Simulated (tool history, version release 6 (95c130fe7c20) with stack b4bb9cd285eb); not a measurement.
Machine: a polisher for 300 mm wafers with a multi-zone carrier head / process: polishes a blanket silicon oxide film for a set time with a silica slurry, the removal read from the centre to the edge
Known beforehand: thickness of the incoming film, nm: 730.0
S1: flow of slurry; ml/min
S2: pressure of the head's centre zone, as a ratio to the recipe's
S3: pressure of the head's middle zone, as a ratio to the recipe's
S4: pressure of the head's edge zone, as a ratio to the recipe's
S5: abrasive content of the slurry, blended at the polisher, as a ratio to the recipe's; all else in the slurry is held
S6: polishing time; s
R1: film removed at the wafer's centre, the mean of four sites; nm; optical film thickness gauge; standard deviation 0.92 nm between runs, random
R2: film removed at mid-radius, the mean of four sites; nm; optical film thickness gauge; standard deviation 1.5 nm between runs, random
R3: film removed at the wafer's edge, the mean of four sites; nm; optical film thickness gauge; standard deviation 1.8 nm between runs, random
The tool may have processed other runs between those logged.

run,hour,S1,S2,S3,S4,S5,S6,R1,R2,R3
1,0,290,1,1,1,1,60,236.51,235.25,233.64
2,1.9,290,0.93,1,1,1,60,216.68,242.4,235.26
3,2.6,290,0.93,1,1,1,68,247.23,263.13,259.61
4,8.8,285,0.94,0.96,0.96,0.85,61,207.68,213.78,214.35
5,12.2,280,0.93,0.94,0.93,0.75,57,177.11,183.83,179.52
6,20.6,280,0.85,0.94,0.93,0.75,57,162.26,182,181.03
7,28.7,275,0.86,0.92,0.9,0.7,56,153.63,167.34,166.59
8,36.7,270,0.87,0.9,0.88,0.65,56,148.24,155.83,160.7
9,43.4,280,0.88,0.9,0.86,0.6,55,140.24,145.96,146.99
10,51.6,285,0.9,0.87,0.81,0.5,55,125.09,124.41,124.64
11,58.4,285,0.9,0.88,0.82,0.5,55,126.58,127.36,129.83
# hour 63: edge zone pressure recalibrated
12,63,285,0.91,0.89,0.83,0.5,55,127.9,126.89,123.69

What does the tool deliver on the next run?
13,70.1,285,0.91,0.89,0.84,0.5,55,?,?,?

R1: 126 nm
R2: 125.79 nm
R3: 123.62 nm
